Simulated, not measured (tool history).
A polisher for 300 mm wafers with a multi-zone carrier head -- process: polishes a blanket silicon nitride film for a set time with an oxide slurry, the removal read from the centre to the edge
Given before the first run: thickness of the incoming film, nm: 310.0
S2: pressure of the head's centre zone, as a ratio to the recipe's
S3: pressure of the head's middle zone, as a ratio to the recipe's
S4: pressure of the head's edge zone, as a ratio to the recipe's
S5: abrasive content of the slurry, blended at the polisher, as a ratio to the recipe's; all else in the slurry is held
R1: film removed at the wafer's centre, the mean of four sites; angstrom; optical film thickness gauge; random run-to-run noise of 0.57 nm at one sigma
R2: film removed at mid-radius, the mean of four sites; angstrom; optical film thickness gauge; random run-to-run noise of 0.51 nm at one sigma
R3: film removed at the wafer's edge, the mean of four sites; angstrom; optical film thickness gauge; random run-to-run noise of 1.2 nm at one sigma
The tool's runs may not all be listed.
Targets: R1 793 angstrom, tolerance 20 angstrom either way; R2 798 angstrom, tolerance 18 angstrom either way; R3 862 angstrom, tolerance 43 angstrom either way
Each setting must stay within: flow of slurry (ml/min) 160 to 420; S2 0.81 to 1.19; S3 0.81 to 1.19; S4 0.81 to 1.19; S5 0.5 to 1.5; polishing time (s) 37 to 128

run 1 day=0 | flow_of_slurry_(ml/min)=270 S2=1 S3=1 S4=1 S5=1 polishing_time_(s)=82 | R1=655.92 R2=655.78 R3=639.51
run 2 day=0.217 | flow_of_slurry_(ml/min)=220 S2=1 S3=1 S4=1 S5=1 polishing_time_(s)=82 | R1=638.84 R2=641.63 R3=636.39
run 3 day=0.404 | flow_of_slurry_(ml/min)=215 S2=1 S3=1 S4=1.02 S5=1.05 polishing_time_(s)=82 | R1=657.29 R2=656.73 R3=650.59
run 4 day=0.708 | flow_of_slurry_(ml/min)=210 S2=0.99 S3=1 S4=1.04 S5=1.1 polishing_time_(s)=82 | R1=653.69 R2=661.43 R3=660.94
run 5 day=0.821 | flow_of_slurry_(ml/min)=205 S2=0.99 S3=1 S4=1.06 S5=1.15 polishing_time_(s)=83 | R1=670.6 R2=688.87 R3=707.5
run 6 day=1.146 | flow_of_slurry_(ml/min)=205 S2=0.99 S3=0.94 S4=1.06 S5=1.15 polishing_time_(s)=83 | R1=675.11 R2=655.03 R3=707.02
run 7 day=1.196 | flow_of_slurry_(ml/min)=215 S2=0.99 S3=0.95 S4=1.07 S5=1.2 polishing_time_(s)=83 | R1=687.59 R2=676.76 R3=717.77
run 8 day=1.525 | flow_of_slurry_(ml/min)=215 S2=0.99 S3=0.95 S4=1.08 S5=1.25 polishing_time_(s)=83 | R1=703.74 R2=688.47 R3=730.03

Next run, 4 choices. One meets every target within its allowed miss, the rest don't. Which?
run A day=1.854 | flow_of_slurry_(ml/min)=220 S2=0.92 S3=1 S4=1.11 S5=1.45 polishing_time_(s)=89 | R1=? R2=? R3=?
run B day=1.854 | flow_of_slurry_(ml/min)=415 S2=0.96 S3=1.14 S4=1.05 S5=1.5 polishing_time_(s)=79 | R1=? R2=? R3=?
run C day=1.854 | flow_of_slurry_(ml/min)=220 S2=0.97 S3=0.96 S4=1.11 S5=1.3 polishing_time_(s)=93 | R1=? R2=? R3=?
run D day=1.854 | flow_of_slurry_(ml/min)=165 S2=0.85 S3=1.14 S4=1.12 S5=1.15 polishing_time_(s)=94 | R1=? R2=? R3=?

move=A R1=751.9 R2=819.31 R3=823.81
move=B R1=745.4 R2=867.18 R3=747.69
move=C R1=791.36 R2=793.28 R3=826.16
move=D R1=651.25 R2=856.26 R3=777.88
A: moves the result that the last run missed by most past its target, out the other side
B: moves the result that the last run missed by most past its target, out the other side
C: meets every target
D: moves the result that the last run missed by most past its target, out the other side
C meets every target.
